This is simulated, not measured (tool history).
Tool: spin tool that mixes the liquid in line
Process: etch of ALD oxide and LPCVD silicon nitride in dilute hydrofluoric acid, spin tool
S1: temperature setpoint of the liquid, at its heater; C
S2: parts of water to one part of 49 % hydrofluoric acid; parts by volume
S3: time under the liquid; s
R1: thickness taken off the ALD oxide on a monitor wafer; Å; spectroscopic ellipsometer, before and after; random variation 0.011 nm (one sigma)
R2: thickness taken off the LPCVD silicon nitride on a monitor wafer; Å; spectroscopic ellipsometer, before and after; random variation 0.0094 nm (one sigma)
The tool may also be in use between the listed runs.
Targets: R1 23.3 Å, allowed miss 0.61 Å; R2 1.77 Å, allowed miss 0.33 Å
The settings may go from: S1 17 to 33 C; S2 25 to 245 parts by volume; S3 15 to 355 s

{"run": 1, "hour": 0.0, "S1": 25, "S2": 135, "S3": 180, "R1": 110.39, "R2": 6.9457}
{"run": 2, "hour": 7.2, "S1": 25, "S2": 135, "S3": 230, "R1": 138.9, "R2": 9.3917}
{"run": 3, "hour": 8.3, "S1": 25, "S2": 135, "S3": 270, "R1": 163.94, "R2": 11.467}
{"run": 4, "hour": 9.7, "S1": 24, "S2": 155, "S3": 240, "R1": 120.26, "R2": 7.9933}
{"run": 5, "hour": 17.9, "S1": 24, "S2": 170, "S3": 205, "R1": 91.027, "R2": 6.0852}
{"run": 6, "hour": 20.0, "S1": 23.5, "S2": 185, "S3": 180, "R1": 71.093, "R2": 4.9737}
{"run": 7, "hour": 25.0, "S1": 22.5, "S2": 195, "S3": 160, "R1": 57.149, "R2": 3.4901}
{"run": 8, "hour": 26.1, "S1": 22.5, "S2": 195, "S3": 160, "R1": 57.906, "R2": 3.7287}
{"run": 9, "hour": 33.5, "S1": 22.5, "S2": 205, "S3": 140, "R1": 47.517, "R2": 3.0655}
{"run": 10, "hour": 36.4, "S1": 22.5, "S2": 210, "S3": 125, "R1": 40.815, "R2": 2.588}
{"run": 11, "hour": 40.1, "S1": 23, "S2": 215, "S3": 115, "R1": 36.955, "R2": 2.478}
{"run": 12, "hour": 41.0, "S1": 23.5, "S2": 220, "S3": 110, "R1": 35.15, "R2": 2.5172}
{"run": 13, "hour": 46.0, "S1": 20.5, "S2": 245, "S3": 90, "R1": 22.793, "R2": 1.501}

4 next moves are on the table. One of them brings every result within its allowed miss. Which?
{"run": "A", "hour": 51.0, "S1": 19, "S2": 210, "S3": 75, "R1": "?", "R2": "?"}
{"run": "B", "hour": 51.0, "S1": 24.5, "S2": 245, "S3": 80, "R1": "?", "R2": "?"}
{"run": "C", "hour": 51.0, "S1": 17, "S2": 135, "S3": 55, "R1": "?", "R2": "?"}
{"run": "D", "hour": 51.0, "S1": 17, "S2": 170, "S3": 70, "R1": "?", "R2": "?"}

move=A R1=21.584 R2=1.2679
move=B R1=23.395 R2=1.6533
move=C R1=24.435 R2=1.2445
move=D R1=23.875 R2=1.2685
A: further off than the last run
B: meets every target
C: takes the result that was furthest off past its target
D: brings the result that was furthest off to its target, and leaves another outside
Move B is the one to make.
